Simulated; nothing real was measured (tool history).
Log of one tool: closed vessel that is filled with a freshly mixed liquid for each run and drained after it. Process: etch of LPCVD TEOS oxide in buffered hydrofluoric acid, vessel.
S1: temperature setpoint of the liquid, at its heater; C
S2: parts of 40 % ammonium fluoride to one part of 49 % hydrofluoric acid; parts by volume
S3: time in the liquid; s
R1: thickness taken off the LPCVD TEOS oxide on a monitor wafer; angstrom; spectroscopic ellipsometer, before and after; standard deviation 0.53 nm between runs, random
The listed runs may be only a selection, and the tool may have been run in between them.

| run | day | S1 | S2 | S3 | R1 |
|---|---|---|---|---|---|
| 1 | 0 | 22 | 15.5 | 85 | 967.72 |
| 2 | 0.358 | 22 | 15.5 | 85 | 974.64 |
| 3 | 0.729 | 22 | 11.5 | 85 | 1301.7 |
| 4 | 1.017 | 22 | 11.5 | 95 | 1450.5 |
| 5 | 1.238 | 22 | 11.5 | 85 | 1305 |
| 6 | 1.55 | 20 | 11.5 | 85 | 1171.5 |
| 7 | 1.771 | 19 | 12.5 | 85 | 1016.3 |
| 8 | 2.033 | 18.5 | 13 | 85 | 955.11 |

Predict the results of run 9:
| 9 | 2.196 | 18 | 13 | 85 | ? |

R1: 927.43 angstrom

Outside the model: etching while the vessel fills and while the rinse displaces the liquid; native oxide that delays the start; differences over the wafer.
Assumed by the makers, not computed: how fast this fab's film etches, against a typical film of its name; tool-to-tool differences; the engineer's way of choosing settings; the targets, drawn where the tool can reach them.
